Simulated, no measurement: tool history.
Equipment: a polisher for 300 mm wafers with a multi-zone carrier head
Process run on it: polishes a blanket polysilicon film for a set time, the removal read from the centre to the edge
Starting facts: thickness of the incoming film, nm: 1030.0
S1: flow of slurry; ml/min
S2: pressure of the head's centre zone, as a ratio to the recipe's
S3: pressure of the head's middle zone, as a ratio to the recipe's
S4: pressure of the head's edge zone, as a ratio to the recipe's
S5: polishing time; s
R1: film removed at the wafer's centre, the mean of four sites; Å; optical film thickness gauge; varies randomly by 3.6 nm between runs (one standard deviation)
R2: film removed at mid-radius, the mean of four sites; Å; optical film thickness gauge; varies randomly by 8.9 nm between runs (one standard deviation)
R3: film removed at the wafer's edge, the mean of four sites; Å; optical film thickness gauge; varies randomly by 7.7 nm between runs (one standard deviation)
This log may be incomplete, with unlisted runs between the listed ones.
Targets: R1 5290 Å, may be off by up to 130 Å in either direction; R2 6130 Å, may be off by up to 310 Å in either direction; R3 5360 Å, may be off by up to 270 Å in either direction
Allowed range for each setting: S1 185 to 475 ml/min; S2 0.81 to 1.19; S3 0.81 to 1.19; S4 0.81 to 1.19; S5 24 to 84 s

Run 1, hour 0: S1 305 ml/min, S2 1, S3 1, S4 1, S5 54 s. Result: R1 4086.3 Å, R2 4112.8 Å, R3 4198.7 Å.
Run 2, hour 2.6: S1 380 ml/min, S2 1, S3 1, S4 1, S5 54 s. Result: R1 4182.6 Å, R2 4266 Å, R3 4194.9 Å.
Run 3, hour 8.1: S1 380 ml/min, S2 1, S3 1.03, S4 1.01, S5 56 s. Result: R1 4418.5 Å, R2 4306.8 Å, R3 4331.8 Å.
Run 4, hour 14.1: S1 375 ml/min, S2 0.98, S3 1.04, S4 0.97, S5 59 s. Result: R1 4504.2 Å, R2 4773.7 Å, R3 4387.5 Å.
Run 5, hour 22.4: S1 370 ml/min, S2 0.97, S3 1.04, S4 0.97, S5 61 s. Result: R1 4599.3 Å, R2 4923.6 Å, R3 4571.3 Å.
Run 6, hour 26.6: S1 365 ml/min, S2 0.96, S3 1.05, S4 0.97, S5 63 s. Result: R1 4704.9 Å, R2 5201.3 Å, R3 4736 Å.
Run 7, hour 30.4: S1 360 ml/min, S2 0.96, S3 1.06, S4 0.97, S5 64 s. Result: R1 4782.2 Å, R2 5182.6 Å, R3 4926.7 Å.
Run 8, hour 35.8: S1 365 ml/min, S2 0.96, S3 1.07, S4 0.96, S5 65 s. Result: R1 4845.6 Å, R2 5189.4 Å, R3 4922.4 Å.
Run 9, hour 42.4: S1 375 ml/min, S2 0.95, S3 1.07, S4 0.95, S5 66 s. Result: R1 4864.6 Å, R2 5395.6 Å, R3 4952.1 Å.

Consider the 4 candidate settings below. Which is the only one whose results all fall within their allowed miss of target?
Run A, hour 49: S1 385 ml/min, S2 0.87, S3 1.08, S4 1.06, S5 67 s. Result: R1 ?, R2 ?, R3 ?.
Run B, hour 49: S1 385 ml/min, S2 0.88, S3 0.99, S4 0.94, S5 61 s. Result: R1 ?, R2 ?, R3 ?.
Run C, hour 49: S1 420 ml/min, S2 0.92, S3 1.1, S4 0.91, S5 74 s. Result: R1 ?, R2 ?, R3 ?.
Run D, hour 49: S1 390 ml/min, S2 1.13, S3 1.08, S4 0.94, S5 61 s. Result: R1 ?, R2 ?, R3 ?.

move      R1      R2      R3
   A  4523.4  5374.8    5339
   B  4164.2  4644.9  4624.9
   C    5319  6036.9    5556
   D    5365  4891.7    4624
A: misses by more than the last run did
B: misses by more than the last run did
C: meets every target
D: meets the target for the result that was furthest off, but another lies outside its allowed miss
Answer: C
